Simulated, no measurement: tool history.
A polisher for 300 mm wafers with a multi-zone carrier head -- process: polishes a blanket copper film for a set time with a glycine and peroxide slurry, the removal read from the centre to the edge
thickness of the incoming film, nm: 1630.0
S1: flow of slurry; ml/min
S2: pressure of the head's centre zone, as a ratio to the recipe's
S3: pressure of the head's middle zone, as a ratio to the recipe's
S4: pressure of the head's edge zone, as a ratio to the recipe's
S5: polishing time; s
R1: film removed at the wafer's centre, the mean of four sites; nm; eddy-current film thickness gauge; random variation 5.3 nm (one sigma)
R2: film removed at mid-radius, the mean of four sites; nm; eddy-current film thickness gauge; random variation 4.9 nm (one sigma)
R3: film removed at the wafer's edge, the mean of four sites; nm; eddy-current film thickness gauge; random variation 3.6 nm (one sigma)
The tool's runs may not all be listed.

run,day,S1,S2,S3,S4,S5,R1,R2,R3
1,0.000,300,1.00,1.00,1.00,88,482.46,473.49,494.04
2,0.062,300,0.99,1.00,0.97,81,437.66,437.32,443.62
3,0.183,300,1.07,1.00,0.97,81,479.72,436.39,438.75
4,0.325,295,1.03,0.99,0.94,77,436.19,417.17,409.20
5,0.362,295,1.03,0.99,0.86,77,448.38,415.74,393.38
6,0.529,290,0.99,0.98,0.86,75,405.52,399.66,384.61
7,0.888,285,0.97,0.97,0.85,74,403.77,390.68,379.04

Run 8, settings as shown, results not yet in. Your forecast:
8,1.046,280,0.89,0.98,0.87,69,?,?,?

{"run 8": {"R1": 346.1, "R2": 366.56, "R3": 355.09}}
